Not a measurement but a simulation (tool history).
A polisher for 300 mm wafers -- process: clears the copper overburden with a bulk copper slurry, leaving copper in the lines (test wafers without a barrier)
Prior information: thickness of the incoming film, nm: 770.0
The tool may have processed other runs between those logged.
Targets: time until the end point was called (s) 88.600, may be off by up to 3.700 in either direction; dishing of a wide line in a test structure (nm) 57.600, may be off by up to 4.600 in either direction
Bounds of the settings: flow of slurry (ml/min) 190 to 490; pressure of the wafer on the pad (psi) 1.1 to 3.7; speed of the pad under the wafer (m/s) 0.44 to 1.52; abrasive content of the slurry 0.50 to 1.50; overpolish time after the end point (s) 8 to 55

run  hour  flow of slurry (ml/min)  pressure of the wafer on the pad (psi)  speed of the pad under the wafer (m/s)  abrasive content of the slurry  overpolish time after the end point (s)  time until the end point was called (s)  dishing of a wide line in a test structure (nm)
  1   0.0                      315                                     2.4                                    0.98                            1.00                                       28                                  105.480                                           86.626
  2   5.8                      315                                     2.4                                    0.98                            1.20                                       28                                  100.080                                           87.134
  3  13.4                      315                                     2.4                                    0.98                            1.05                                       28                                  102.560                                           86.063
  4  18.3                      315                                     2.4                                    0.98                            1.15                                       28                                  100.060                                           86.640
  5  21.5                      315                                     2.4                                    1.14                            1.15                                       28                                   89.039                                           91.153
  6  30.4                      315                                     2.7                                    1.14                            1.15                                       28                                   78.974                                           97.538
  7  38.4                      315                                     2.5                                    1.18                            1.25                                       24                                   83.027                                           88.211
     39.1  -- worn pad replaced by a new one
  8  39.1                      315                                     2.4                                    1.24                            1.30                                       21                                   73.187                                           87.728
  9  46.6                      310                                     1.8                                    1.36                            1.35                                        8                                   91.667                                           41.428
 10  48.2                      310                                     1.8                                    1.34                            1.35                                       10                                   91.812                                           47.145
 11  54.7                      310                                     1.8                                    1.34                            1.35                                       11                                   92.961                                           50.228
 12  57.4                      310                                     2.0                                    1.34                            1.35                                       18                                   83.652                                           73.738
 13  60.1                      310                                     2.0                                    1.34                            1.35                                       17                                   82.418                                           72.362
 14  69.1                      310                                     1.6                                    1.42                            1.35                                        8                                   97.701                                           39.056
 15  75.2                      310                                     1.6                                    1.40                            1.40                                        9                                   98.644                                           42.566
 16  78.0                      310                                     1.6                                    1.40                            1.40                                       10                                   99.428                                           45.955
 17  85.4                      310                                     1.6                                    1.40                            1.40                                       11                                   97.003                                           48.278

Of the 5 settings listed for the next run, only one would bring every result within its allowed miss of target. Which one?
  A  92.8                      260                                     1.7                                    1.18                            1.35                                       15                                        ?                                                ?
  B  92.8                      305                                     1.7                                    1.44                            1.45                                       17                                        ?                                                ?
  C  92.8                      320                                     1.9                                    1.32                            1.35                                       13                                        ?                                                ?
  D  92.8                      220                                     1.8                                    1.40                            1.50                                       17                                        ?                                                ?
  E  92.8                      365                                     1.7                                    1.26                            1.50                                       22                                        ?                                                ?

move  time until the end point was called (s)  dishing of a wide line in a test structure (nm)
   A                                  108.550                                           54.938
   B                                   88.965                                           66.229
   C                                   87.276                                           58.348
   D                                   88.098                                           67.159
   E                                   97.581                                           71.801
A: further off than the last run
B: corrects the largest miss of the last run, while another result sits out of spec
C: all results in spec
D: corrects the largest miss of the last run, while another result sits out of spec
E: further off than the last run
C meets every target.
